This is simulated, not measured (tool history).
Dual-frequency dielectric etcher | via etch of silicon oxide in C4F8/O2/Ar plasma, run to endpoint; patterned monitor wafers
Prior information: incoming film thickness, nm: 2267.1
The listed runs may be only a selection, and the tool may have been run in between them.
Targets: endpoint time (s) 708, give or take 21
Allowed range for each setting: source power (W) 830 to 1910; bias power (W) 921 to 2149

| run | hour | source power (W) | bias power (W) | endpoint time (s) |
|---|---|---|---|---|
| 1 | 0 | 1370 | 1535 | 566.74 |
| 2 | 0.9 | 1370 | 1751 | 542.99 |
| 3 | 5.5 | 1370 | 1873 | 529.61 |
| 4 | 8.3 | 1280 | 1765 | 566.04 |
| 5 | 10.8 | 1210 | 1736 | 597.98 |
| 6 | 17.4 | 1160 | 1725 | 609.12 |
| 7 | 22 | 1120 | 1713 | 632.46 |
| 8 | 27.9 | 1090 | 1706 | 642.94 |
| 9 | 31.5 | 830 | 1556 | 866.58 |
| 10 | 33.4 | 830 | 1556 | 882.32 |
| 11 | 39.6 | 870 | 1560 | 827.03 |
| 12 | 44.5 | 900 | 1564 | 781.09 |
| 13 | 45.7 | 920 | 1567 | 776.62 |
| 14 | 54.2 | 940 | 1570 | 752.05 |
| 15 | 61.3 | 950 | 1572 | 734.68 |
| 16 | 62 | 960 | 1573 | 741.76 |

Next run, 5 choices. One meets every target within its allowed miss, the rest don't. Which?
| A | 62.7 | 920 | 1525 | ? |
| B | 62.7 | 1050 | 1372 | ? |
| C | 62.7 | 930 | 1535 | ? |
| D | 62.7 | 940 | 1610 | ? |
| E | 62.7 | 920 | 1657 | ? |

| move | endpoint time (s) |
|---|---|
| A | 766.41 |
| B | 697.92 |
| C | 755.56 |
| D | 735.31 |
| E | 746.24 |
A: further off than the last run
B: all results land within tolerance of their targets
C: further off than the last run
D: closes in on the targets versus the last run, not all within tolerance yet
E: further off than the last run
Answer: B
